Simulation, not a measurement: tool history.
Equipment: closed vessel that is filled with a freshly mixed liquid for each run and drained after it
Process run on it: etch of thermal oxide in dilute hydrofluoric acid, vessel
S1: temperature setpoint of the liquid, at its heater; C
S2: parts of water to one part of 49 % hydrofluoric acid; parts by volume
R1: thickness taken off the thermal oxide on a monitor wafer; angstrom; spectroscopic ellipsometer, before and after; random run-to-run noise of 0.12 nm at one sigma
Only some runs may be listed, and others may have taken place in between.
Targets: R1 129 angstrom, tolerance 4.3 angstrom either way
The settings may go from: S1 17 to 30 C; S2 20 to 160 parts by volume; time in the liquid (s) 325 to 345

Run 1, hour 0: S1 22 C, S2 90 parts by volume, time in the liquid (s) 325. Result: R1 153.75 angstrom.
Run 2, hour 2.1: S1 20.5 C, S2 90 parts by volume, time in the liquid (s) 325. Result: R1 143.65 angstrom.
Run 3, hour 7.6: S1 20 C, S2 90 parts by volume, time in the liquid (s) 325. Result: R1 139.05 angstrom.
Run 4, hour 8.7: S1 20 C, S2 80 parts by volume, time in the liquid (s) 325. Result: R1 160.96 angstrom.
Run 5, hour 11.8: S1 19 C, S2 85 parts by volume, time in the liquid (s) 325. Result: R1 140.38 angstrom.
Run 6, hour 15.1: S1 19 C, S2 115 parts by volume, time in the liquid (s) 325. Result: R1 102.66 angstrom.
Run 7, hour 21.3: S1 20.5 C, S2 115 parts by volume, time in the liquid (s) 325. Result: R1 108.01 angstrom.
Run 8, hour 29: S1 21.5 C, S2 115 parts by volume, time in the liquid (s) 325. Result: R1 113.73 angstrom.
Run 9, hour 35: S1 22.5 C, S2 115 parts by volume, time in the liquid (s) 325. Result: R1 115.99 angstrom.
Run 10, hour 40.3: S1 23.5 C, S2 115 parts by volume, time in the liquid (s) 325. Result: R1 123.02 angstrom.

Next run, 4 choices. One meets every target within its allowed miss, the rest don't. Which?
Run A, hour 45.6: S1 23 C, S2 115 parts by volume, time in the liquid (s) 345. Result: R1 ?.
Run B, hour 45.6: S1 23 C, S2 115 parts by volume, time in the liquid (s) 325. Result: R1 ?.
Run C, hour 45.6: S1 25.5 C, S2 130 parts by volume, time in the liquid (s) 325. Result: R1 ?.
Run D, hour 45.6: S1 22 C, S2 115 parts by volume, time in the liquid (s) 340. Result: R1 ?.

move      R1
   A   128.4
   B  120.95
   C  115.83
   D  121.61
A: each result inside its tolerance
B: lands further from the targets than the last run did
C: lands further from the targets than the last run did
D: lands further from the targets than the last run did
Answer: A

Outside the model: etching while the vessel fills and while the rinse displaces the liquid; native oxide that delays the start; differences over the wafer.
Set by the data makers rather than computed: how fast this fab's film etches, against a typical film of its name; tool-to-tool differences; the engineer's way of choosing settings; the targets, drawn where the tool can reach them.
